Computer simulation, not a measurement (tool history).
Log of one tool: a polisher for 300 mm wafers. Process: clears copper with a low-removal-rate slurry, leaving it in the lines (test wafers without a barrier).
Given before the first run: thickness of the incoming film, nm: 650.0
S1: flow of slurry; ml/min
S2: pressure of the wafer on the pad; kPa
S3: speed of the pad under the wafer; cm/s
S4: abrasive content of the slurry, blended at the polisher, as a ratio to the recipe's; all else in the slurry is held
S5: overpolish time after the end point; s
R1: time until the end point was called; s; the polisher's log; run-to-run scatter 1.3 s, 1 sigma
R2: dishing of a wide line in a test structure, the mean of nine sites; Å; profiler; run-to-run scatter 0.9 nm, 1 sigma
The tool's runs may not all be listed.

Run 1, hour 0: S1 235 ml/min, S2 22.1 kPa, S3 126 cm/s, S4 1, S5 22 s. Result: R1 166.02 s, R2 463.63 Å.
Run 2, hour 1.8: S1 235 ml/min, S2 22.1 kPa, S3 126 cm/s, S4 0.8, S5 22 s. Result: R1 176.57 s, R2 461.61 Å.
Run 3, hour 7.9: S1 190 ml/min, S2 22.1 kPa, S3 126 cm/s, S4 0.8, S5 22 s. Result: R1 177.62 s, R2 451.66 Å.
Run 4, hour 15.5: S1 190 ml/min, S2 22.1 kPa, S3 142 cm/s, S4 0.8, S5 22 s. Result: R1 160.53 s, R2 484.53 Å.
Run 5, hour 20: S1 190 ml/min, S2 23.4 kPa, S3 142 cm/s, S4 0.8, S5 22 s. Result: R1 149.75 s, R2 505.88 Å.
Run 6, hour 26.5: S1 190 ml/min, S2 23.4 kPa, S3 142 cm/s, S4 0.95, S5 22 s. Result: R1 147.32 s, R2 513.48 Å.

Estimate the outcome of run 7 from the log above:
Run 7, hour 29.9: S1 195 ml/min, S2 24.1 kPa, S3 142 cm/s, S4 0.95, S5 22 s. Result: R1 ?, R2 ?.

R1: 144.1 s
R2: 522.09 Å
